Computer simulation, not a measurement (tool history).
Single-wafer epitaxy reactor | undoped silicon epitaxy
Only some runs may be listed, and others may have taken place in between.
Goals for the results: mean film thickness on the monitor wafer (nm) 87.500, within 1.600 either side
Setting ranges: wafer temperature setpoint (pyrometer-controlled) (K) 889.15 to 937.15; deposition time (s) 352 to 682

run	hour	wafer temperature setpoint (pyrometer-controlled) (K)	deposition time (s)	mean film thickness on the monitor wafer (nm)
1	0.0	913.15	517	67.868
2	1.2	913.15	469	61.445
3	6.7	923.15	469	79.158
4	10.2	924.15	469	81.456
5	15.7	914.15	469	63.192
6	21.9	924.15	469	80.375
7	23.8	925.15	469	82.246
8	28.5	926.15	469	85.087

4 next moves are on the table. One of them brings every result within its allowed miss. Which?
A	33.2	924.15	505	?
B	33.2	928.15	441	?
C	33.2	926.15	464	?
D	33.2	925.15	454	?

move	mean film thickness on the monitor wafer (nm)
A	87.174
B	83.991
C	84.143
D	80.328
A: each result inside its tolerance
B: moves away from the targets compared with the last run
C: moves away from the targets compared with the last run
D: moves away from the targets compared with the last run
So the answer is move A, the one that meets all the targets.

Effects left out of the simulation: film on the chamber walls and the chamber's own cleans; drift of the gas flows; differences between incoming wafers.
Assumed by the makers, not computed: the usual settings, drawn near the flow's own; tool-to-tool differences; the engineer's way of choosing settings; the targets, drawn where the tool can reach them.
